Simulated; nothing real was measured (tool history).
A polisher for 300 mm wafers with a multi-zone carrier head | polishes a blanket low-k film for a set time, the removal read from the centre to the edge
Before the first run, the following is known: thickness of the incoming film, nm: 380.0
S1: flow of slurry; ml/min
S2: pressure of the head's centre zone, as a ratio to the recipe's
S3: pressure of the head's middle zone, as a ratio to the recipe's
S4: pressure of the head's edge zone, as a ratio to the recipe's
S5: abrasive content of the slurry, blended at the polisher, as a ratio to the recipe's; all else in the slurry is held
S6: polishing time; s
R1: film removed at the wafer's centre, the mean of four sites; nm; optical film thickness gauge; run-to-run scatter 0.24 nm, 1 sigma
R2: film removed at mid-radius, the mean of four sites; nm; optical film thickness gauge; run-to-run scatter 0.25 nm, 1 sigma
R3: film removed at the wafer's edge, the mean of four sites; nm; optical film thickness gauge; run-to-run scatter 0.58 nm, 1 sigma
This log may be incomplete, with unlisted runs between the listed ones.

Run 1, hour 0.0: S1 295 ml/min, S2 1.00, S3 1.00, S4 1.00, S5 1.00, S6 74 s. Result: R1 45.326 nm, R2 45.225 nm, R3 46.743 nm.
Run 2, hour 7.8: S1 295 ml/min, S2 1.00, S3 0.93, S4 1.00, S5 1.00, S6 74 s. Result: R1 45.175 nm, R2 42.744 nm, R3 46.714 nm.
Run 3, hour 16.7: S1 290 ml/min, S2 0.99, S3 0.90, S4 0.96, S5 0.95, S6 74 s. Result: R1 43.085 nm, R2 41.395 nm, R3 44.939 nm.
Run 4, hour 18.7: S1 290 ml/min, S2 1.03, S3 0.90, S4 0.96, S5 0.95, S6 74 s. Result: R1 45.907 nm, R2 40.880 nm, R3 45.582 nm.
Run 5, hour 23.6: S1 290 ml/min, S2 1.03, S3 0.98, S4 0.96, S5 0.95, S6 74 s. Result: R1 45.431 nm, R2 43.033 nm, R3 45.761 nm.
Run 6, hour 27.6: S1 290 ml/min, S2 1.03, S3 0.98, S4 0.92, S5 0.95, S6 74 s. Result: R1 45.333 nm, R2 42.648 nm, R3 44.341 nm.

Predict the results of run 7:
Run 7, hour 35.4: S1 290 ml/min, S2 1.03, S3 0.98, S4 0.92, S5 0.95, S6 74 s. Result: R1 ?, R2 ?, R3 ?.

{"run 7": {"R1": 45.153, "R2": 43.873, "R3": 43.802}}
